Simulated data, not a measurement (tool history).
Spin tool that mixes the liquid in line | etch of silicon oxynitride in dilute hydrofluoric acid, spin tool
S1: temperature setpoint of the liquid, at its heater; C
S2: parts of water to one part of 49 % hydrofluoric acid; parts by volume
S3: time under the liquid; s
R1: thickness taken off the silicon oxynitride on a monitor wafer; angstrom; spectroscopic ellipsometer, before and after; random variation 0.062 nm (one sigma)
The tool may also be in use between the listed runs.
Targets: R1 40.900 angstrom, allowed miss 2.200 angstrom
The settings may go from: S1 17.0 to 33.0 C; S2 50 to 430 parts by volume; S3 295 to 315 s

run 1 hour=0.0 | S1=25.0 S2=240 S3=295 | R1=21.385
run 2 hour=8.3 | S1=26.5 S2=220 S3=295 | R1=25.295
run 3 hour=12.5 | S1=26.5 S2=220 S3=315 | R1=25.599
run 4 hour=17.7 | S1=27.5 S2=200 S3=315 | R1=30.894
run 5 hour=19.6 | S1=25.0 S2=200 S3=315 | R1=27.812
run 6 hour=24.4 | S1=26.5 S2=190 S3=315 | R1=31.658
run 7 hour=28.4 | S1=26.5 S2=190 S3=315 | R1=32.155
run 8 hour=30.6 | S1=27.5 S2=185 S3=315 | R1=33.933
run 9 hour=31.8 | S1=27.5 S2=185 S3=315 | R1=33.043
run 10 hour=36.0 | S1=31.5 S2=170 S3=315 | R1=44.498

5 next moves are on the table. One of them brings every result within its allowed miss. Which?
run A hour=40.2 | S1=30.5 S2=140 S3=300 | R1=?
run B hour=40.2 | S1=30.5 S2=195 S3=315 | R1=?
run C hour=40.2 | S1=29.5 S2=170 S3=315 | R1=?
run D hour=40.2 | S1=26.5 S2=160 S3=300 | R1=?
run E hour=40.2 | S1=31.0 S2=200 S3=315 | R1=?

move=A R1=50.793
move=B R1=36.338
move=C R1=40.882
move=D R1=36.607
move=E R1=36.009
A: further off than the last run
B: takes the result that was furthest off past its target
C: meets every target
D: takes the result that was furthest off past its target
E: takes the result that was furthest off past its target
Answer: C
